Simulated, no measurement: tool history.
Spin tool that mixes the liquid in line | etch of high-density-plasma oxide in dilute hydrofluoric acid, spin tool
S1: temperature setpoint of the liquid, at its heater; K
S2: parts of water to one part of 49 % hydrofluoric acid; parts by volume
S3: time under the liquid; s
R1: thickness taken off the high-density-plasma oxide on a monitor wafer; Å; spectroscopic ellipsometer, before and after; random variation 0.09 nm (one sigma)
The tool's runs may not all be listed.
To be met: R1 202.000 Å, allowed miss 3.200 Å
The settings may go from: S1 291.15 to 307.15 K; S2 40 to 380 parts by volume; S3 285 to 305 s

run  hour      S1   S2   S3       R1
  1   0.0  299.15  210  285   74.401
  2   1.0  299.15  275  285   53.227
  3   3.2  299.15  225  285   68.709
  4   7.0  300.15  210  285   77.258
  5  11.3  300.15  175  285   97.091
  6  12.2  300.15  125  285  143.230
  7  19.6  300.65  125  285  147.470
  8  24.2  301.15  125  285  149.600
  9  30.8  305.15  105  285  213.350

Which of these 4 next moves meets every target?
  A  37.4  305.15  110  285   ?
  B  37.4  305.15  105  305   ?
  C  37.4  305.65  110  305   ?
  D  37.4  306.65  110  305   ?

move       R1
   A  202.030
   B  228.160
   C  220.170
   D  228.270
A: meets every target
B: further off than the last run
C: further off than the last run
D: further off than the last run
Answer: A
